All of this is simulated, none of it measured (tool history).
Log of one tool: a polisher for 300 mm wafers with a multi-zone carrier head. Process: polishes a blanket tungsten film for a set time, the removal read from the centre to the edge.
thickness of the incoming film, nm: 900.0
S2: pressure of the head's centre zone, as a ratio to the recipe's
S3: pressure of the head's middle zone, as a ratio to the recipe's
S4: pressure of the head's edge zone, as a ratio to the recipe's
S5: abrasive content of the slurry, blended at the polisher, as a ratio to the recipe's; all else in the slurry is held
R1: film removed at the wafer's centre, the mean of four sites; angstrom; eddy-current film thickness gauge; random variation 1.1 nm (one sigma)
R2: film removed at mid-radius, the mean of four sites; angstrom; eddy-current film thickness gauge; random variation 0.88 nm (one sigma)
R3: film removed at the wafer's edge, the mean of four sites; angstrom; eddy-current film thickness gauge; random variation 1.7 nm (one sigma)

Run 1, hour 0: flow of slurry (ml/min) 225, S2 1, S3 1, S4 1, S5 1, polishing time (s) 41. Result: R1 1506.8 angstrom, R2 1462.5 angstrom, R3 1521.6 angstrom.
Run 2, hour 4.4: flow of slurry (ml/min) 220, S2 1.01, S3 0.99, S4 0.98, S5 1, polishing time (s) 41. Result: R1 1487.3 angstrom, R2 1471.9 angstrom, R3 1493.2 angstrom.
Run 3, hour 8.6: flow of slurry (ml/min) 220, S2 1.01, S3 0.99, S4 0.98, S5 0.9, polishing time (s) 41. Result: R1 1460.8 angstrom, R2 1414.8 angstrom, R3 1480.6 angstrom.
Run 4, hour 9.9: flow of slurry (ml/min) 220, S2 1.03, S3 0.98, S4 0.96, S5 0.9, polishing time (s) 41. Result: R1 1481.4 angstrom, R2 1404.6 angstrom, R3 1475.9 angstrom.
Run 5, hour 17.2: flow of slurry (ml/min) 220, S2 1.03, S3 0.98, S4 0.91, S5 0.9, polishing time (s) 41. Result: R1 1500.1 angstrom, R2 1415 angstrom, R3 1446.9 angstrom.
Run 6, hour 18.8: flow of slurry (ml/min) 220, S2 1.04, S3 0.97, S4 0.89, S5 0.9, polishing time (s) 41. Result: R1 1486 angstrom, R2 1384.2 angstrom, R3 1420.8 angstrom.
Run 7, hour 25.2: flow of slurry (ml/min) 220, S2 1.05, S3 0.96, S4 0.88, S5 0.9, polishing time (s) 41. Result: R1 1499.7 angstrom, R2 1379 angstrom, R3 1401.2 angstrom.
Run 8, hour 25.9: flow of slurry (ml/min) 220, S2 1.06, S3 0.95, S4 0.88, S5 0.9, polishing time (s) 41. Result: R1 1555.1 angstrom, R2 1377.2 angstrom, R3 1425.5 angstrom.

Forecast run 9:
Run 9, hour 28.9: flow of slurry (ml/min) 215, S2 1.06, S3 0.95, S4 0.87, S5 0.9, polishing time (s) 41. Result: R1 ?, R2 ?, R3 ?.

{"run 9": {"R1": 1532.7, "R2": 1360.7, "R3": 1392.7}}

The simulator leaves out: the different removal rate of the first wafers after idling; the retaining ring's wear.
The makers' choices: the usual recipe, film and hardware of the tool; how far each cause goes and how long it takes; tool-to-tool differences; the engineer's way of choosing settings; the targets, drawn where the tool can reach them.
